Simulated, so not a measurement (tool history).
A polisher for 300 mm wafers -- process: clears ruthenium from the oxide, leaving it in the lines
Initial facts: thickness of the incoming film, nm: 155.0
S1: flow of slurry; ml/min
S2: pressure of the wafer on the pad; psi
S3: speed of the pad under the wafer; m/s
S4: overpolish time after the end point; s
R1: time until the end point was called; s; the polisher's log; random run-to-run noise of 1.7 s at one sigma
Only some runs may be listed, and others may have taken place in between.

{"run": 1, "hour": 0.0, "S1": 265, "S2": 2.5, "S3": 1.16, "S4": 26, "R1": 96.107}
{"run": 2, "hour": 6.8, "S1": 265, "S2": 2.4, "S3": 1.16, "S4": 26, "R1": 97.985}
{"run": 3, "hour": 13.3, "S1": 265, "S2": 2.3, "S3": 1.16, "S4": 26, "R1": 104.58}
{"run": 4, "hour": 15.8, "S1": 265, "S2": 2.9, "S3": 1.16, "S4": 26, "R1": 85.095}
{"run": 5, "hour": 16.7, "S1": 265, "S2": 2.9, "S3": 1.16, "S4": 26, "R1": 84.91}
{"run": 6, "hour": 25.0, "S1": 265, "S2": 3.4, "S3": 1.16, "S4": 26, "R1": 74.134}
{"run": 7, "hour": 29.2, "S1": 265, "S2": 3.1, "S3": 1.14, "S4": 26, "R1": 80.105}
{"run": 8, "hour": 36.8, "S1": 265, "S2": 2.9, "S3": 1.14, "S4": 26, "R1": 86.194}
{"run": 9, "hour": 38.4, "S1": 265, "S2": 2.7, "S3": 1.14, "S4": 26, "R1": 91.814}
{"run": 10, "hour": 47.1, "S1": 265, "S2": 2.5, "S3": 1.14, "S4": 26, "R1": 97.319}
{"run": 11, "hour": 48.7, "S1": 265, "S2": 2.3, "S3": 1.14, "S4": 26, "R1": 105.4}

Predict the results of run 12:
{"run": 12, "hour": 51.2, "S1": 265, "S2": 2.3, "S3": 1.14, "S4": 26, "R1": "?"}

{"run 12": {"R1": 104.38}}
